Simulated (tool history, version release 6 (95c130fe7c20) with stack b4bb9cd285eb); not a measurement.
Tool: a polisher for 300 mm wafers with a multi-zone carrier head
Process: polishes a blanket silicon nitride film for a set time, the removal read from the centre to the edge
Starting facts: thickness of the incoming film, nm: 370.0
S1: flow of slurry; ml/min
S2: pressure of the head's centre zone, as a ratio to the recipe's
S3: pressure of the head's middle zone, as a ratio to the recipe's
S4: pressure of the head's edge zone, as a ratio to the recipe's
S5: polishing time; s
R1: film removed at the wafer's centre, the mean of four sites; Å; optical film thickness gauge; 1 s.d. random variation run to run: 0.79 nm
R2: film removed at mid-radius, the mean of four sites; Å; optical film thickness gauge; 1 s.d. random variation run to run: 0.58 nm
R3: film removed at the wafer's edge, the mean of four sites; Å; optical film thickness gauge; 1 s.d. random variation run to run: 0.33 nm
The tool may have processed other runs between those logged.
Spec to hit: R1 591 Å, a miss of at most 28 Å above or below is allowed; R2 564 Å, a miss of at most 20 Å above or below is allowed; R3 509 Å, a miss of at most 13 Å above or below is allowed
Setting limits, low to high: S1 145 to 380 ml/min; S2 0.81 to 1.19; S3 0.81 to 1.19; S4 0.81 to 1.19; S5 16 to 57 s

{"run": 1, "hour": 0.0, "S1": 245, "S2": 1, "S3": 1, "S4": 1, "S5": 36, "R1": 387.66, "R2": 374.71, "R3": 372.44}
{"run": 2, "hour": 2.5, "S1": 200, "S2": 1, "S3": 1, "S4": 1, "S5": 36, "R1": 381.56, "R2": 379.72, "R3": 362.77}
{"run": 3, "hour": 5.6, "S1": 200, "S2": 1.03, "S3": 1.03, "S4": 1.02, "S5": 38, "R1": 409.83, "R2": 403.29, "R3": 391.48}
{"run": 4, "hour": 10.4, "S1": 195, "S2": 1.06, "S3": 1.05, "S4": 1.01, "S5": 40, "R1": 439.23, "R2": 423.73, "R3": 408.82}
{"run": 5, "hour": 17.1, "S1": 195, "S2": 1.11, "S3": 1.05, "S4": 1.01, "S5": 40, "R1": 457.44, "R2": 430.47, "R3": 404.71}
{"run": 6, "hour": 25.4, "S1": 195, "S2": 1.17, "S3": 1.05, "S4": 1.01, "S5": 40, "R1": 485.89, "R2": 429.17, "R3": 408.02}
{"run": 7, "hour": 31.0, "S1": 210, "S2": 1.17, "S3": 1.08, "S4": 1.02, "S5": 41, "R1": 503.54, "R2": 448.36, "R3": 423.47}
{"run": 8, "hour": 33.4, "S1": 210, "S2": 1.17, "S3": 1.1, "S4": 1.02, "S5": 42, "R1": 521.7, "R2": 468.02, "R3": 435.64}
{"run": 9, "hour": 36.4, "S1": 280, "S2": 1.17, "S3": 1.19, "S4": 1.12, "S5": 45, "R1": 577.19, "R2": 558.51, "R3": 495.53}

Which one of the following 5 next-run settings gets every result inside its allowed miss? There is exactly one.
{"run": "A", "hour": 39.4, "S1": 310, "S2": 1.13, "S3": 1.11, "S4": 1.19, "S5": 48, "R1": "?", "R2": "?", "R3": "?"}
{"run": "B", "hour": 39.4, "S1": 290, "S2": 1.16, "S3": 1.16, "S4": 1.1, "S5": 47, "R1": "?", "R2": "?", "R3": "?"}
{"run": "C", "hour": 39.4, "S1": 245, "S2": 0.98, "S3": 1.12, "S4": 1.19, "S5": 49, "R1": "?", "R2": "?", "R3": "?"}
{"run": "D", "hour": 39.4, "S1": 260, "S2": 1.03, "S3": 1.11, "S4": 1.17, "S5": 49, "R1": "?", "R2": "?", "R3": "?"}
{"run": "E", "hour": 39.4, "S1": 235, "S2": 0.99, "S3": 1.19, "S4": 1.15, "S5": 50, "R1": "?", "R2": "?", "R3": "?"}

move=A R1=586.19 R2=569.84 R3=554.26
move=B R1=585.94 R2=576.32 R3=518.6
move=C R1=506.83 R2=574.78 R3=556.97
move=D R1=536.08 R2=573.35 R3=554.41
move=E R1=520.47 R2=615.57 R3=556.13
A: moves the result that the last run missed by most past its target, out the other side
B: each result inside its tolerance
C: moves the result that the last run missed by most past its target, out the other side
D: moves the result that the last run missed by most past its target, out the other side
E: moves the result that the last run missed by most past its target, out the other side
Answer: B
